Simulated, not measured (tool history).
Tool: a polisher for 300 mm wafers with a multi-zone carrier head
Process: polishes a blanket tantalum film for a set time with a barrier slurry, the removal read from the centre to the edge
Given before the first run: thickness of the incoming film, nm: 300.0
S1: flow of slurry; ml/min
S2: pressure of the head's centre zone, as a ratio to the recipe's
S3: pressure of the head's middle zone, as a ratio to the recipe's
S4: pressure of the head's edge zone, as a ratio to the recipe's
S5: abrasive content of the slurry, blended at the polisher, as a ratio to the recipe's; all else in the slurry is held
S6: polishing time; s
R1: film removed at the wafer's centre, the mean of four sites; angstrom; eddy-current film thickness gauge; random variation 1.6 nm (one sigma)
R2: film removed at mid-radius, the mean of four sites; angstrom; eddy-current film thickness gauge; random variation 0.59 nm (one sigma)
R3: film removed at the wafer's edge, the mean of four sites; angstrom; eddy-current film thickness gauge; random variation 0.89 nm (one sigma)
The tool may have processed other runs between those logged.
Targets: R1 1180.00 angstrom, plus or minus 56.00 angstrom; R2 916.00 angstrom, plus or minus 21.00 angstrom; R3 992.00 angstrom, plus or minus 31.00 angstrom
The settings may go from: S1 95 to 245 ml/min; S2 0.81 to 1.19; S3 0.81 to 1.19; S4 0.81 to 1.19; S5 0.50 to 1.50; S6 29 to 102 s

{"run": 1, "day": 0.0, "S1": 155, "S2": 1.0, "S3": 1.0, "S4": 1.0, "S5": 1.0, "S6": 65, "R1": 946.69, "R2": 986.65, "R3": 994.02}
{"run": 2, "day": 0.158, "S1": 155, "S2": 1.0, "S3": 1.0, "S4": 1.0, "S5": 1.0, "S6": 49, "R1": 734.04, "R2": 739.62, "R3": 755.72}
{"run": 3, "day": 0.283, "S1": 165, "S2": 1.02, "S3": 1.0, "S4": 1.01, "S5": 1.05, "S6": 49, "R1": 749.69, "R2": 751.39, "R3": 767.29}
{"run": 4, "day": 0.471, "S1": 165, "S2": 1.02, "S3": 1.0, "S4": 1.05, "S5": 1.05, "S6": 49, "R1": 751.9, "R2": 764.33, "R3": 780.98}
{"day": 0.704, "done": "slurry nozzle cleaned"}
{"run": 5, "day": 0.704, "S1": 170, "S2": 1.04, "S3": 0.99, "S4": 1.04, "S5": 1.1, "S6": 50, "R1": 832.88, "R2": 799.95, "R3": 814.92}
{"run": 6, "day": 0.879, "S1": 175, "S2": 1.05, "S3": 0.98, "S4": 1.06, "S5": 1.15, "S6": 50, "R1": 839.74, "R2": 806.99, "R3": 845.93}
{"run": 7, "day": 1.0, "S1": 180, "S2": 1.07, "S3": 0.97, "S4": 1.06, "S5": 1.2, "S6": 50, "R1": 881.69, "R2": 812.39, "R3": 831.39}
{"run": 8, "day": 1.379, "S1": 180, "S2": 1.08, "S3": 0.96, "S4": 1.07, "S5": 1.25, "S6": 50, "R1": 895.98, "R2": 802.29, "R3": 853.67}
{"run": 9, "day": 1.642, "S1": 185, "S2": 1.09, "S3": 0.96, "S4": 1.08, "S5": 1.3, "S6": 50, "R1": 935.82, "R2": 815.92, "R3": 871.64}

Which single option among these 5 for the next run brings every result within its allowed miss of target? Just one does.
{"run": "A", "day": 1.904, "S1": 210, "S2": 1.13, "S3": 1.06, "S4": 0.98, "S5": 1.4, "S6": 53, "R1": "?", "R2": "?", "R3": "?"}
{"run": "B", "day": 1.904, "S1": 245, "S2": 1.18, "S3": 0.96, "S4": 0.83, "S5": 1.5, "S6": 55, "R1": "?", "R2": "?", "R3": "?"}
{"run": "C", "day": 1.904, "S1": 175, "S2": 1.19, "S3": 0.9, "S4": 1.0, "S5": 1.5, "S6": 58, "R1": "?", "R2": "?", "R3": "?"}
{"run": "D", "day": 1.904, "S1": 210, "S2": 1.15, "S3": 1.05, "S4": 1.03, "S5": 1.3, "S6": 54, "R1": "?", "R2": "?", "R3": "?"}
{"run": "E", "day": 1.904, "S1": 205, "S2": 1.06, "S3": 0.86, "S4": 1.12, "S5": 1.4, "S6": 59, "R1": "?", "R2": "?", "R3": "?"}

move=A R1=1024.20 R2=972.32 R3=906.08
move=B R1=1146.30 R2=956.70 R3=896.81
move=C R1=1162.40 R2=916.31 R3=997.98
move=D R1=1047.50 R2=969.10 R3=932.41
move=E R1=1063.90 R2=905.88 R3=1076.50
A: moves the result that the last run missed by most past its target, out the other side
B: moves the result that the last run missed by most past its target, out the other side
C: meets every target
D: moves the result that the last run missed by most past its target, out the other side
E: the furthest-off result lands on target, but another misses its tolerance
So the answer is move C, the one that meets all the targets.

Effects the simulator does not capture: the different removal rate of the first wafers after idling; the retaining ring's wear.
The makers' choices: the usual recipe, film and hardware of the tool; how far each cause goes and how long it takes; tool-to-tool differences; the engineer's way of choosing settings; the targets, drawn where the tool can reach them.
